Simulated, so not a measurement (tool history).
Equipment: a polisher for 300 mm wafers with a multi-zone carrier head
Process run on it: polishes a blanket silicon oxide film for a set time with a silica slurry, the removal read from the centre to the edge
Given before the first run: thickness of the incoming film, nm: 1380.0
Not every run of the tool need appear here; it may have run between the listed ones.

| run | hour | flow of slurry (ml/min) | pressure of the head's centre zone | pressure of the head's middle zone | pressure of the head's edge zone | abrasive content of the slurry | polishing time (s) | film removed at the wafer's centre (angstrom) | film removed at mid-radius (angstrom) | film removed at the wafer's edge (angstrom) |
|---|---|---|---|---|---|---|---|---|---|---|
| 1 | 0 | 310 | 1 | 1 | 1 | 1 | 71 | 1347.8 | 1286 | 1313.7 |
| 2 | 4.8 | 310 | 1 | 1 | 0.96 | 1 | 71 | 1369.4 | 1308.1 | 1290.9 |
| 3 | 13.6 | 310 | 0.92 | 1 | 0.96 | 1 | 71 | 1214.9 | 1298.9 | 1284.2 |
| 4 | 15.6 | 305 | 0.95 | 0.96 | 0.93 | 0.9 | 71 | 1225.8 | 1206.1 | 1230.6 |
| 5 | 21.9 | 305 | 0.95 | 0.96 | 0.98 | 0.9 | 71 | 1246.4 | 1198.9 | 1255.9 |
| 6 | 22.5 | 305 | 1.03 | 0.96 | 0.98 | 0.9 | 71 | 1321.6 | 1203.6 | 1246.6 |
| 7 | 24 | 300 | 1.05 | 0.93 | 0.95 | 0.85 | 71 | 1330 | 1152.2 | 1205.2 |
| 8 | 32.5 | 295 | 1.06 | 0.91 | 0.92 | 0.8 | 71 | 1293.2 | 1113 | 1150.1 |
| 9 | 36.6 | 290 | 1.07 | 0.89 | 0.91 | 0.75 | 71 | 1307.7 | 1045.6 | 1099.8 |
| 10 | 44 | 280 | 1.06 | 0.88 | 0.9 | 0.75 | 71 | 1267.5 | 1025.3 | 1111.8 |
| 11 | 52.8 | 270 | 1.06 | 0.88 | 0.88 | 0.75 | 71 | 1235.4 | 1040.5 | 1099.4 |
| 12 | 61.1 | 270 | 1.07 | 0.87 | 0.87 | 0.75 | 71 | 1264.7 | 1019.6 | 1091.9 |
| 13 | 63.7 | 265 | 1.07 | 0.86 | 0.86 | 0.75 | 71 | 1265.6 | 1008.9 | 1067.1 |

Expected results for the next run?
| 14 | 71.4 | 255 | 1.07 | 0.85 | 0.86 | 0.75 | 71 | ? | ? | ? |

film removed at the wafer's centre (angstrom): 1264.4
film removed at mid-radius (angstrom): 1003.4
film removed at the wafer's edge (angstrom): 1067.1
